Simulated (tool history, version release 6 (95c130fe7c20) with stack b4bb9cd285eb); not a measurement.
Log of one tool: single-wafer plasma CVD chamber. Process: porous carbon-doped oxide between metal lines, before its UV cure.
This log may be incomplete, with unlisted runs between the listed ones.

run	hour	heater temperature setpoint (K)	RF power (kW)	deposition time (s)	mean film thickness on the monitor wafer (angstrom)
1	0.0	588.15	0.435	61.7	2818.3
2	6.2	584.15	0.440	61.7	2927.9
3	8.7	578.15	0.440	61.7	3047.3
4	11.5	576.15	0.440	61.7	3076.8
5	14.7	586.15	0.440	61.7	2890.1
6	18.2	586.15	0.480	61.7	3120.7
7	23.4	585.15	0.480	61.7	3157.1
8	31.7	584.15	0.480	61.7	3163.5

Expected results for the next run?
9	39.2	583.15	0.480	61.7	?

mean film thickness on the monitor wafer (angstrom): 3178.8

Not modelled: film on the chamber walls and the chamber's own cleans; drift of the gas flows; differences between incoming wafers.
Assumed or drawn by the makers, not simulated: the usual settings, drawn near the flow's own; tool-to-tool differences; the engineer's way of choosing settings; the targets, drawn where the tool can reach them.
